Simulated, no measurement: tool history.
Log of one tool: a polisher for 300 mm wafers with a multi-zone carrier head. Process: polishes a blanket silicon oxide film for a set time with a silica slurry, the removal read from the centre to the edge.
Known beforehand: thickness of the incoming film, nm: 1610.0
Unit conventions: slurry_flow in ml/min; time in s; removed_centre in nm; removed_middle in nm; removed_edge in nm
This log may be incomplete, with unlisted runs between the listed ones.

run	day	slurry_flow	centre_zone	middle_zone	edge_zone	slurry_solids	time	removed_centre	removed_middle	removed_edge
1	0	120	1	1	1	1	49	159.37	164.74	154.81
2	0.275	115	0.98	0.99	0.98	0.9	47	138.04	142.34	137.03
3	0.312	110	0.96	0.99	0.95	0.8	46	118.13	125.28	116.6
4	0.346	110	0.96	0.91	0.95	0.8	46	119.37	118.02	116.16
5	0.575	110	0.96	0.91	0.88	0.8	46	114.04	120.49	113.12
6	0.771	110	0.96	0.91	0.95	0.8	46	117.12	121.02	116.2
7	0.929	105	0.95	0.9	0.94	0.75	46	108.99	110.62	107.63
8	1.05	100	0.94	0.9	0.93	0.75	46	104.88	108.38	103.77

Run 9 is up next; what results do you expect?
9	1.225	95	0.93	0.9	0.94	0.75	46	?	?	?

Run 9 came out at removed_centre 103.22 nm, removed_middle 107.45 nm, removed_edge 106.2 nm.
